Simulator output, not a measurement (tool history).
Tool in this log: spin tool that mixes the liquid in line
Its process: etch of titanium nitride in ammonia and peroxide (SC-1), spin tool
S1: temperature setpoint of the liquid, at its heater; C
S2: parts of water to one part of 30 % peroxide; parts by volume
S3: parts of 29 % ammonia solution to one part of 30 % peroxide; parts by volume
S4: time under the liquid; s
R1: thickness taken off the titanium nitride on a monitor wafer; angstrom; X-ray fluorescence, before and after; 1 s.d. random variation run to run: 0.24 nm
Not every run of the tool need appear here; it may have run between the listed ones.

{"run": 1, "hour": 0.0, "S1": 55.0, "S2": 30, "S3": 0.65, "S4": 310, "R1": 176.08}
{"run": 2, "hour": 1.5, "S1": 57.0, "S2": 30, "S3": 0.65, "S4": 310, "R1": 200.25}
{"run": 3, "hour": 8.5, "S1": 58.5, "S2": 30, "S3": 0.65, "S4": 310, "R1": 222.61}
{"run": 4, "hour": 17.2, "S1": 58.5, "S2": 30, "S3": 0.65, "S4": 310, "R1": 221.23}
{"run": 5, "hour": 21.3, "S1": 64.0, "S2": 30, "S3": 0.65, "S4": 310, "R1": 313.76}
{"run": 6, "hour": 23.7, "S1": 63.0, "S2": 30, "S3": 0.65, "S4": 310, "R1": 299.25}
{"run": 7, "hour": 28.4, "S1": 63.0, "S2": 30, "S3": 0.65, "S4": 310, "R1": 296.34}

Run 8, settings as shown, results not yet in. Your forecast:
{"run": 8, "hour": 33.5, "S1": 62.5, "S2": 30, "S3": 0.65, "S4": 310, "R1": "?"}

R1: 288.88 angstrom

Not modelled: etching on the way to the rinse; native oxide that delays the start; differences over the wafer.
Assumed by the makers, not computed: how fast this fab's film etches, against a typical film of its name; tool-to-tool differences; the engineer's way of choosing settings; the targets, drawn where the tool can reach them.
